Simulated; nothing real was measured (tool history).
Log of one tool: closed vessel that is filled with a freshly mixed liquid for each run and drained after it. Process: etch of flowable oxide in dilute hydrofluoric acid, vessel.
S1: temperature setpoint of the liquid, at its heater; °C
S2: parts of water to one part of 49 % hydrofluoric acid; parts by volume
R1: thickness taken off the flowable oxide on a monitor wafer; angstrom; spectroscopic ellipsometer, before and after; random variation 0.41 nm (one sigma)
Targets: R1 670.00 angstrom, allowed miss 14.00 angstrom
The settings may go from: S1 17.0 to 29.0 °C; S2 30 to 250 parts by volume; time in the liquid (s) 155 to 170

Run 1, day 0.000: S1 21.0 °C, S2 140 parts by volume, time in the liquid (s) 155. Result: R1 417.32 angstrom.
Run 2, day 0.308: S1 18.5 °C, S2 140 parts by volume, time in the liquid (s) 155. Result: R1 378.83 angstrom.
Run 3, day 0.633: S1 17.0 °C, S2 140 parts by volume, time in the liquid (s) 155. Result: R1 355.59 angstrom.
Run 4, day 0.942: S1 17.0 °C, S2 140 parts by volume, time in the liquid (s) 170. Result: R1 390.53 angstrom.
Run 5, day 1.221: S1 17.0 °C, S2 140 parts by volume, time in the liquid (s) 155. Result: R1 357.27 angstrom.
Run 6, day 1.446: S1 17.0 °C, S2 110 parts by volume, time in the liquid (s) 155. Result: R1 466.07 angstrom.
Run 7, day 1.621: S1 21.0 °C, S2 105 parts by volume, time in the liquid (s) 155. Result: R1 578.50 angstrom.
Run 8, day 1.746: S1 22.0 °C, S2 105 parts by volume, time in the liquid (s) 155. Result: R1 605.33 angstrom.
Run 9, day 1.796: S1 22.5 °C, S2 105 parts by volume, time in the liquid (s) 155. Result: R1 615.85 angstrom.
Run 10, day 2.129: S1 22.5 °C, S2 105 parts by volume, time in the liquid (s) 155. Result: R1 607.35 angstrom.
Run 11, day 2.396: S1 25.5 °C, S2 105 parts by volume, time in the liquid (s) 155. Result: R1 690.24 angstrom.

5 next moves are on the table. One of them brings every result within its allowed miss. Which?
Run A, day 2.662: S1 24.5 °C, S2 105 parts by volume, time in the liquid (s) 165. Result: R1 ?.
Run B, day 2.662: S1 23.5 °C, S2 100 parts by volume, time in the liquid (s) 155. Result: R1 ?.
Run C, day 2.662: S1 22.5 °C, S2 90 parts by volume, time in the liquid (s) 155. Result: R1 ?.
Run D, day 2.662: S1 26.5 °C, S2 105 parts by volume, time in the liquid (s) 155. Result: R1 ?.
Run E, day 2.662: S1 25.0 °C, S2 100 parts by volume, time in the liquid (s) 155. Result: R1 ?.

move      R1
   A  716.82
   B  683.80
   C  738.77
   D  727.90
   E  725.57
A: further off than the last run
B: meets every target
C: further off than the last run
D: further off than the last run
E: further off than the last run
Answer: B
